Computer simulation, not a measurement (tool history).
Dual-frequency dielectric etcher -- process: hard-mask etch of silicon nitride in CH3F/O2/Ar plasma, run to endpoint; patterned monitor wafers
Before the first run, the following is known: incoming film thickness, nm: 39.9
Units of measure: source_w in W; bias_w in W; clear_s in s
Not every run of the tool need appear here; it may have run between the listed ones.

run	hour	source_w	bias_w	clear_s
1	0	400	78	55.653
2	8.7	350	75	60.205
3	16.6	350	70	62.053
4	24.9	330	70	64.085
5	25.9	290	70	69.37
6	27.2	260	70	73.956
7	35.3	280	70	71.004
8	40.4	290	70	69.449

What does the tool deliver on the next run?
9	45.8	290	70	?

{"run 9": {"clear_s": 68.679}}
